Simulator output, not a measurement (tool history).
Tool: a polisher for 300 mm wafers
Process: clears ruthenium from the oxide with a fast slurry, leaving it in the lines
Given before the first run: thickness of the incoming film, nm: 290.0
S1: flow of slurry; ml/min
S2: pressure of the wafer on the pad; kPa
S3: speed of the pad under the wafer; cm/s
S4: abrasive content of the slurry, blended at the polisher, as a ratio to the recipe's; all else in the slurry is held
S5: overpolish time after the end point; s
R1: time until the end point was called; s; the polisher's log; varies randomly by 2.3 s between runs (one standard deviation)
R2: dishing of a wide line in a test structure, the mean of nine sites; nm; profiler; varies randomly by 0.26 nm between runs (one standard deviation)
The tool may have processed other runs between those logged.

run  hour   S1    S2   S3    S4  S5      R1      R2
  1     0  225  13.8  100     1  11  105.68  18.931
  2   2.8  225  13.8   86     1  11  121.25  17.068
  3   3.6  225  13.8   86  1.15  11   114.3  17.759
  4     8  225  13.8  104  1.15  11  97.428  19.876
  5  15.3  225  13.8   90  1.15  11  107.96  18.607
  6  21.5  225  13.1   90  1.15  11  114.09  18.258

Expected results for the next run?
  7  23.6  225  12.4  90  1.15  11   ?   ?

For run 7 the tool returned R1 123.4 s, R2 17.299 nm.
